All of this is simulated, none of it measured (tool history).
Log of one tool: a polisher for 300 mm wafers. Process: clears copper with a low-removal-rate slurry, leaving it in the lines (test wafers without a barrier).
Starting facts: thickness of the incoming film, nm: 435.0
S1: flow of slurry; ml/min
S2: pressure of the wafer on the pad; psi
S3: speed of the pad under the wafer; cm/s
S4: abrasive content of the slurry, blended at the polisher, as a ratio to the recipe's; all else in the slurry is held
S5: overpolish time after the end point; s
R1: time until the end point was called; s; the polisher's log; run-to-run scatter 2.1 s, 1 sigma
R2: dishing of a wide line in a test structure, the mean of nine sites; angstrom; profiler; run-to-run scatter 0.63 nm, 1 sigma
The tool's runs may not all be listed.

| run | day | S1 | S2 | S3 | S4 | S5 | R1 | R2 |
|---|---|---|---|---|---|---|---|---|
| 1 | 0.000 | 245 | 3.7 | 108 | 1.0 | 17 | 90.313 | 506.97 |
| 2 | 0.079 | 245 | 3.7 | 108 | 1.0 | 22 | 92.761 | 612.40 |
| 3 | 0.133 | 245 | 4.4 | 108 | 1.0 | 22 | 77.390 | 710.56 |
| 4 | 0.450 | 245 | 4.4 | 108 | 0.9 | 22 | 77.870 | 688.91 |
| 5 | 0.708 | 290 | 4.4 | 108 | 0.9 | 22 | 77.058 | 698.23 |
| 6 | 1.038 | 290 | 4.8 | 108 | 0.9 | 22 | 69.796 | 757.24 |

Estimate the outcome of run 7 from the log above:
| 7 | 1.192 | 280 | 3.8 | 92 | 0.9 | 29 | ? | ? |

R1: 104.420 s
R2: 695.79 angstrom
